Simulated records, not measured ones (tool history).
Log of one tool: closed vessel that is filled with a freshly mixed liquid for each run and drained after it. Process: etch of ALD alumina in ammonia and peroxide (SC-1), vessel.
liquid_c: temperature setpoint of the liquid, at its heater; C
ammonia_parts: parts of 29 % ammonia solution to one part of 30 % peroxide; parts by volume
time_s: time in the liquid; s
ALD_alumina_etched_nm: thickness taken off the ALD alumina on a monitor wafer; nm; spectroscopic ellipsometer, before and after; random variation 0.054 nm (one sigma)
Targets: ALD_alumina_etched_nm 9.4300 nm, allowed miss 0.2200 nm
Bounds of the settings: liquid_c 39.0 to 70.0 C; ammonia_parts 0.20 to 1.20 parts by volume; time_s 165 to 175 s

Run 1, hour 0.0: liquid_c 55.0 C, ammonia_parts 0.75 parts by volume, time_s 165 s. Result: ALD_alumina_etched_nm 15.1370 nm.
Run 2, hour 7.3: liquid_c 54.0 C, ammonia_parts 0.75 parts by volume, time_s 165 s. Result: ALD_alumina_etched_nm 14.2070 nm.
Run 3, hour 10.8: liquid_c 53.0 C, ammonia_parts 0.75 parts by volume, time_s 165 s. Result: ALD_alumina_etched_nm 13.4890 nm.
Run 4, hour 17.7: liquid_c 52.5 C, ammonia_parts 0.75 parts by volume, time_s 165 s. Result: ALD_alumina_etched_nm 13.1290 nm.
Run 5, hour 24.6: liquid_c 52.5 C, ammonia_parts 0.90 parts by volume, time_s 165 s. Result: ALD_alumina_etched_nm 13.4710 nm.
Run 6, hour 27.8: liquid_c 52.0 C, ammonia_parts 0.90 parts by volume, time_s 165 s. Result: ALD_alumina_etched_nm 12.9950 nm.
Run 7, hour 30.7: liquid_c 51.5 C, ammonia_parts 0.90 parts by volume, time_s 165 s. Result: ALD_alumina_etched_nm 12.5890 nm.
Run 8, hour 40.0: liquid_c 51.0 C, ammonia_parts 0.90 parts by volume, time_s 165 s. Result: ALD_alumina_etched_nm 12.2770 nm.
Run 9, hour 48.4: liquid_c 50.5 C, ammonia_parts 0.90 parts by volume, time_s 165 s. Result: ALD_alumina_etched_nm 12.0010 nm.

Which of these 4 next moves meets every target?
Run A, hour 56.8: liquid_c 45.5 C, ammonia_parts 0.90 parts by volume, time_s 165 s. Result: ALD_alumina_etched_nm ?.
Run B, hour 56.8: liquid_c 45.0 C, ammonia_parts 1.20 parts by volume, time_s 165 s. Result: ALD_alumina_etched_nm ?.
Run C, hour 56.8: liquid_c 45.0 C, ammonia_parts 0.90 parts by volume, time_s 175 s. Result: ALD_alumina_etched_nm ?.
Run D, hour 56.8: liquid_c 45.0 C, ammonia_parts 0.95 parts by volume, time_s 165 s. Result: ALD_alumina_etched_nm ?.

move  ALD_alumina_etched_nm
   A                 9.1617
   B                 9.1527
   C                 9.4448
   D                 8.9510
A: takes the result that was furthest off past its target
B: takes the result that was furthest off past its target
C: meets every target
D: takes the result that was furthest off past its target
Answer: C

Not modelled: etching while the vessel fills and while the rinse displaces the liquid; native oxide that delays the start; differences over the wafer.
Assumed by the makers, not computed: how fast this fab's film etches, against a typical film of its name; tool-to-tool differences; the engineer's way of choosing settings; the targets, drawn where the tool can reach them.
